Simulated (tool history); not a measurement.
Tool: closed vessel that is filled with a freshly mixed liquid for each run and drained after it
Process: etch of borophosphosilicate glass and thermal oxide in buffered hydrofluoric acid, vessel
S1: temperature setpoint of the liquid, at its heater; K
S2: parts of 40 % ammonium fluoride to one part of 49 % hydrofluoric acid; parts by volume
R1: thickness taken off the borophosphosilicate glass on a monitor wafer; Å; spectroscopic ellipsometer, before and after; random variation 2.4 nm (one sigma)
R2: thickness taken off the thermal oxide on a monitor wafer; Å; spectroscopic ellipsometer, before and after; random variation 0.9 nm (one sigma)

{"run": 1, "day": 0.0, "S1": 296.15, "S2": 13.0, "time in the liquid (s)": 60, "R1": 1225.9, "R2": 524.25}
{"run": 2, "day": 0.192, "S1": 297.65, "S2": 12.5, "time in the liquid (s)": 60, "R1": 1374.9, "R2": 589.44}
{"run": 3, "day": 0.546, "S1": 297.65, "S2": 12.5, "time in the liquid (s)": 40, "R1": 930.39, "R2": 395.92}
{"run": 4, "day": 0.667, "S1": 298.65, "S2": 11.5, "time in the liquid (s)": 40, "R1": 1062.0, "R2": 453.03}
{"run": 5, "day": 0.796, "S1": 300.15, "S2": 11.5, "time in the liquid (s)": 40, "R1": 1170.2, "R2": 495.37}
{"run": 6, "day": 1.067, "S1": 300.65, "S2": 10.5, "time in the liquid (s)": 40, "R1": 1302.8, "R2": 559.66}
{"run": 7, "day": 1.283, "S1": 301.15, "S2": 9.5, "time in the liquid (s)": 40, "R1": 1448.7, "R2": 609.82}

The next listed run, before its measurement:
{"run": 8, "day": 1.462, "S1": 301.65, "S2": 9.0, "time in the liquid (s)": 40, "R1": "?", "R2": "?"}

R1: 1526.60 Å
R2: 659.94 Å
